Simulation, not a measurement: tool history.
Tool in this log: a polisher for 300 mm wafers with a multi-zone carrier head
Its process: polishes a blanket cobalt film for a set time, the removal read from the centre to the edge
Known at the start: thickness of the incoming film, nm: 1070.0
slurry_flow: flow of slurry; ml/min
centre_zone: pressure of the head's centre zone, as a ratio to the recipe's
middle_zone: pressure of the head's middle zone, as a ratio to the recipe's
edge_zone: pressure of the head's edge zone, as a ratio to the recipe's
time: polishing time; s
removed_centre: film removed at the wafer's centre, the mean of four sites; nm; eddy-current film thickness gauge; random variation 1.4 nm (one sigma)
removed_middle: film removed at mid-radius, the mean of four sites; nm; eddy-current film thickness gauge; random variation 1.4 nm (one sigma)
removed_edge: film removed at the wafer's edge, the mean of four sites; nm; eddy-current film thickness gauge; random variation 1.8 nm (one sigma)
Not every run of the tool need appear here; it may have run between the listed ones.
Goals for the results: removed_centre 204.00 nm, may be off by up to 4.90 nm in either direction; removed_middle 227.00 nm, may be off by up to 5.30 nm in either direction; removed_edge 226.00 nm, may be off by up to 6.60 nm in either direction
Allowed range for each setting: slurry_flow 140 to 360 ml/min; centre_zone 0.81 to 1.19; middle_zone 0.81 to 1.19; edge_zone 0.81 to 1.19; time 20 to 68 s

run,hour,slurry_flow,centre_zone,middle_zone,edge_zone,time,removed_centre,removed_middle,removed_edge
1,0.0,230,1.00,1.00,1.00,44,186.50,189.07,186.16
2,4.5,240,1.00,1.02,1.03,45,195.95,193.40,196.17
3,12.0,250,0.98,1.05,1.04,45,191.20,200.24,194.83
4,15.9,205,0.98,1.05,1.04,45,188.94,194.06,191.26
5,20.9,205,0.91,1.05,1.04,45,174.46,195.28,192.78
6,28.1,220,0.92,1.07,1.07,45,177.35,199.10,195.94
7,35.1,235,0.93,1.08,1.09,45,179.54,201.01,201.15
8,43.5,250,0.94,1.10,1.11,45,185.84,204.58,202.88
9,51.8,260,0.94,1.11,1.13,45,185.71,206.03,204.07
10,57.9,270,0.94,1.12,1.14,46,191.00,215.07,215.22
11,60.5,280,0.95,1.12,1.14,46,194.09,213.70,212.25
12,65.8,280,0.95,1.12,1.14,46,192.71,213.70,213.77
13,72.4,285,0.95,1.13,1.15,46,193.95,215.17,209.94
14,73.8,285,0.95,1.13,1.16,46,195.37,214.83,218.13
15,76.1,290,0.95,1.14,1.17,46,194.87,217.87,215.47
16,79.1,295,0.95,1.14,1.17,46,194.32,218.14,216.07
17,87.4,300,0.95,1.14,1.17,46,196.53,217.26,212.30
18,92.5,295,0.95,1.15,1.17,46,196.76,220.57,213.66

Exactly one of the 5 candidate moves below puts every result within its allowed miss. Which one?
A,97.6,295,0.94,1.15,1.19,48,?,?,?
B,97.6,280,1.06,1.13,1.14,46,?,?,?
C,97.6,305,0.97,1.06,1.07,50,?,?,?
D,97.6,335,0.95,1.16,1.09,50,?,?,?
E,97.6,360,0.95,1.14,1.06,47,?,?,?

move,removed_centre,removed_middle,removed_edge
A,201.86,228.26,229.84
B,212.49,215.33,214.51
C,216.54,228.26,227.49
D,215.05,241.91,231.02
E,203.53,226.64,215.23
A: meets every target
B: the biggest miss grows against the last run
C: brings the last run's worst result on target, with another outside its allowed miss
D: brings the last run's worst result on target, with another outside its allowed miss
E: closer than the last run, but not yet in spec
So the answer is move A, the one that meets all the targets.
